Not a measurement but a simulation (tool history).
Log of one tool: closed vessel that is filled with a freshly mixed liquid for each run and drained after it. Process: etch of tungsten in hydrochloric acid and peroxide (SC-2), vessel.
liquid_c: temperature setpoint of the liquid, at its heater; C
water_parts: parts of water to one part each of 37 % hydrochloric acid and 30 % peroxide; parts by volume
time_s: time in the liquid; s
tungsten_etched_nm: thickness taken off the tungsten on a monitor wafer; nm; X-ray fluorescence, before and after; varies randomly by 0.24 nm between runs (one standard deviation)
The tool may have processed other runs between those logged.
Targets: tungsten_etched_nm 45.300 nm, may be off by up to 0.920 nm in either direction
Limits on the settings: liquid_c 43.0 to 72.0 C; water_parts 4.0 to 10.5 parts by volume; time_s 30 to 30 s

run  hour  liquid_c  water_parts  time_s  tungsten_etched_nm
  1   0.0      59.0          5.5      30              21.904
  2   8.8      61.0          5.5      30              24.927
  3  11.9      61.0          4.5      30              29.030
  4  12.8      55.5          4.5      30              20.448
  5  17.3      59.0          4.5      30              25.315
  6  21.9      60.5          4.5      30              28.167
  7  28.1      62.0          4.5      30              30.723
  8  37.0      63.0          4.5      30              32.925
  9  38.4      64.0          4.5      30              34.751
 10  43.2      65.0          4.5      30              37.088
 11  51.6      65.5          4.5      30              37.760
 12  52.9      66.0          4.5      30              39.276

Pick the move, out of 5, that brings all results within their allowed miss; only one does.
  A  54.2      61.5          4.0      30                   ?
  B  54.2      65.0          5.5      30                   ?
  C  54.2      68.5          4.5      30                   ?
  D  54.2      66.0          5.0      30                   ?
  E  54.2      63.5          4.0      30                   ?

move  tungsten_etched_nm
   A              32.124
   B              31.875
   C              45.416
   D              36.289
   E              36.351
A: lands further from the targets than the last run did
B: lands further from the targets than the last run did
C: in spec on every target
D: lands further from the targets than the last run did
E: lands further from the targets than the last run did
C meets every target.
